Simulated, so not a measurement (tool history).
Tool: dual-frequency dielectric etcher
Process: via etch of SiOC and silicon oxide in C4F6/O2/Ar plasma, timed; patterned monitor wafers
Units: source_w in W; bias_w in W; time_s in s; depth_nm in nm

{"run": 1, "hour": 0.0, "source_w": 410, "bias_w": 196, "time_s": 45.0, "depth_nm": 51.665}
{"run": 2, "hour": 6.0, "source_w": 410, "bias_w": 220, "time_s": 45.0, "depth_nm": 54.902}
{"run": 3, "hour": 14.3, "source_w": 440, "bias_w": 224, "time_s": 45.0, "depth_nm": 56.69}
{"run": 4, "hour": 17.0, "source_w": 440, "bias_w": 224, "time_s": 41.5, "depth_nm": 52.366}
{"run": 5, "hour": 23.5, "source_w": 460, "bias_w": 238, "time_s": 42.5, "depth_nm": 55.817}
{"run": 6, "hour": 25.6, "source_w": 480, "bias_w": 248, "time_s": 43.0, "depth_nm": 58.496}
{"run": 7, "hour": 30.5, "source_w": 500, "bias_w": 253, "time_s": 43.0, "depth_nm": 59.719}
{"run": 8, "hour": 34.9, "source_w": 500, "bias_w": 253, "time_s": 43.0, "depth_nm": 59.754}

The next listed run, before its measurement:
{"run": 9, "hour": 40.3, "source_w": 510, "bias_w": 257, "time_s": 43.0, "depth_nm": "?"}

Run 9 gave depth_nm 60.423 nm.
